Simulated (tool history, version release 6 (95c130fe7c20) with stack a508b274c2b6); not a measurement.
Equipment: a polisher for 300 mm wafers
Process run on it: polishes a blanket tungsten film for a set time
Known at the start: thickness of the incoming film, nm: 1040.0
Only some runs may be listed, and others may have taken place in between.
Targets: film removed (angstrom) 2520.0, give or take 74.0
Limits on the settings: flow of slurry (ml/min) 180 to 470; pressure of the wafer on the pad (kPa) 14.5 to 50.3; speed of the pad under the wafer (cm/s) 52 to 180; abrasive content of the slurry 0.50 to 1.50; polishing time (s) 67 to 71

run,day,flow of slurry (ml/min),pressure of the wafer on the pad (kPa),speed of the pad under the wafer (cm/s),abrasive content of the slurry,polishing time (s),film removed (angstrom)
1,0.000,300,32.4,116,1.00,67,4130.4
2,0.125,235,32.4,116,1.00,67,3994.5
3,0.454,235,32.4,132,1.00,67,4498.4
4,0.696,235,37.9,132,1.00,67,5215.3
5,0.738,230,33.1,130,1.00,67,4512.1
6,0.983,230,33.1,102,1.00,67,3652.3
7,1.271,230,30.3,102,1.00,67,3410.8
# day 1.421: head pressure recalibrated
8,1.421,230,28.3,102,1.00,67,3482.8
9,1.608,225,19.3,84,1.00,67,2100.5

Next run, 5 choices. One meets every target within its allowed miss, the rest don't. Which?
A,1.796,305,20.7,56,0.95,67,?
B,1.796,200,22.1,106,0.85,67,?
C,1.796,290,20.0,92,1.15,67,?
D,1.796,215,17.2,90,0.95,67,?
E,1.796,235,17.9,84,1.00,67,?

move,film removed (angstrom)
A,1682.5
B,2682.6
C,2482.3
D,1990.2
E,1993.2
A: the biggest miss grows against the last run
B: takes the result that was furthest off past its target
C: every result lands within tolerance
D: the biggest miss grows against the last run
E: the biggest miss grows against the last run
The right move is C.
